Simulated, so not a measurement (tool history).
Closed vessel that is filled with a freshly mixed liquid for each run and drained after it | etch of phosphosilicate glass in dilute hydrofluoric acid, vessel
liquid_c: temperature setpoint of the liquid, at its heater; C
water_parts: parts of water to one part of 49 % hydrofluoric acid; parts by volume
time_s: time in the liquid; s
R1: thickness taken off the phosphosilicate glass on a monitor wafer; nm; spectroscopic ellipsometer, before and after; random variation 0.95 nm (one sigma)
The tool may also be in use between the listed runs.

{"run": 1, "hour": 0.0, "liquid_c": 22.0, "water_parts": 260, "time_s": 90, "R1": 57.004}
{"run": 2, "hour": 7.2, "liquid_c": 23.5, "water_parts": 235, "time_s": 90, "R1": 68.232}
{"run": 3, "hour": 13.3, "liquid_c": 23.5, "water_parts": 235, "time_s": 90, "R1": 68.662}
{"run": 4, "hour": 17.7, "liquid_c": 26.0, "water_parts": 235, "time_s": 90, "R1": 76.12}
{"hour": 18.8, "done": "hydrofluoric acid flow meter replaced"}
{"run": 5, "hour": 18.8, "liquid_c": 26.0, "water_parts": 235, "time_s": 90, "R1": 66.501}
{"run": 6, "hour": 25.9, "liquid_c": 26.0, "water_parts": 205, "time_s": 90, "R1": 80.244}
{"run": 7, "hour": 32.6, "liquid_c": 26.5, "water_parts": 180, "time_s": 90, "R1": 95.549}
{"run": 8, "hour": 39.9, "liquid_c": 27.0, "water_parts": 170, "time_s": 90, "R1": 103.64}
{"run": 9, "hour": 41.7, "liquid_c": 27.5, "water_parts": 160, "time_s": 90, "R1": 114.14}
{"run": 10, "hour": 47.6, "liquid_c": 28.0, "water_parts": 155, "time_s": 90, "R1": 120.35}

The next listed run, before its measurement:
{"run": 11, "hour": 55.4, "liquid_c": 28.5, "water_parts": 150, "time_s": 90, "R1": "?"}

Run 11 gave R1 127.670 nm.
